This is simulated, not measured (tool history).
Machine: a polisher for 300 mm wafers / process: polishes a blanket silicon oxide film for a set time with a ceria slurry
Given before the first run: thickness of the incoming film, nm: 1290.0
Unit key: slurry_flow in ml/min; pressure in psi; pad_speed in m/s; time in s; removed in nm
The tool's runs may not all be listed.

run  hour  slurry_flow  pressure  pad_speed  time  removed
  1     0          260       3.6        0.9    38   189.12
  2     3          260       3.2        0.9    38   169.94
  3   6.3          260       2.9        0.9    38   156.64
  4  12.8          260       3.8        0.9    38   200.18
  5  15.7          260       3.3        0.9    38   174.71
  6  16.3          260       3.3        0.9    33   156.21

Predict the results of run 7:
  7  23.1          260       3.1        0.9    33        ?

{"run 7": {"removed": 146.91}}

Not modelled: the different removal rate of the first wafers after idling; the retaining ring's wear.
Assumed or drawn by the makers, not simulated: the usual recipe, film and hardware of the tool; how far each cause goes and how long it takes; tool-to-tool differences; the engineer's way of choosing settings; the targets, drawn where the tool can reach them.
